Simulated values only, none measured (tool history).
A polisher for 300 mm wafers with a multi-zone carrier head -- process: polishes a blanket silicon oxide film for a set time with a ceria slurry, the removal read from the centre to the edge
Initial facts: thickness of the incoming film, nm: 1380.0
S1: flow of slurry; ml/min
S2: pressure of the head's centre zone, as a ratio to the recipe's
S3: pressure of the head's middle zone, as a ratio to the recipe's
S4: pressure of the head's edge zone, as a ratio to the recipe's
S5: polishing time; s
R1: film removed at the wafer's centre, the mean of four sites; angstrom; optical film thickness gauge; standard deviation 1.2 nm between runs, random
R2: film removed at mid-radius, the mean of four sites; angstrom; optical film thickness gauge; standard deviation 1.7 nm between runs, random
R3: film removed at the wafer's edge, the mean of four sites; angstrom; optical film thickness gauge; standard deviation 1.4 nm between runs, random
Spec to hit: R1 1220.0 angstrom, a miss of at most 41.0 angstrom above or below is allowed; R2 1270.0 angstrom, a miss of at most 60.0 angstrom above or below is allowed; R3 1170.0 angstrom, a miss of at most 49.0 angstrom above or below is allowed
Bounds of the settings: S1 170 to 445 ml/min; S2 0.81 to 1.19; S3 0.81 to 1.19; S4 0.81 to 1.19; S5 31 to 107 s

run    day   S1    S2    S3    S4  S5      R1      R2      R3
  1  0.000  285  1.00  1.00  1.00  69  2203.2  2293.4  2215.4
  2  0.354  285  1.00  1.00  1.00  75  2437.1  2462.6  2455.8
  3  0.488  325  1.00  1.00  1.00  75  2420.0  2543.7  2529.5
  4  0.642  325  0.96  1.00  1.00  75  2358.3  2560.3  2438.5
  5  1.004  315  0.95  0.98  0.99  70  2160.8  2343.2  2282.6
  6  1.304  315  0.95  0.98  0.99  58  1797.6  1910.8  1886.0
  7  1.671  305  0.95  0.98  0.97  55  1681.3  1845.1  1732.6
  8  1.883  300  0.95  0.96  0.95  53  1641.0  1687.1  1680.4
  9  1.992  305  0.97  1.05  0.85  34  1061.7  1173.5  1019.5
 10  2.025  305  0.98  1.05  0.86  34  1069.2  1182.1  1046.2
 11  2.079  310  0.99  1.05  0.87  34  1082.5  1182.3  1058.1
 12  2.142  310  1.00  1.05  0.87  35  1129.0  1240.0  1066.7
 13  2.329  310  1.00  1.04  0.88  35  1151.8  1188.1  1086.4

Which of these 4 next moves meets every target?
  A  2.517  315  1.04  1.08  0.98  36   ?   ?   ?
  B  2.517  375  1.02  1.11  0.84  33   ?   ?   ?
  C  2.517  330  1.10  1.13  0.81  35   ?   ?   ?
  D  2.517  275  0.99  0.89  1.07  36   ?   ?   ?

move      R1      R2      R3
   A  1229.0  1248.4  1175.8
   B  1124.3  1184.1  1015.9
   C  1270.9  1256.0  1051.0
   D  1149.5  1088.9  1216.1
A: all results land within tolerance of their targets
B: moves away from the targets compared with the last run
C: moves away from the targets compared with the last run
D: brings the last run's worst result on target, with another outside its allowed miss
Correct choice: A, which meets every target
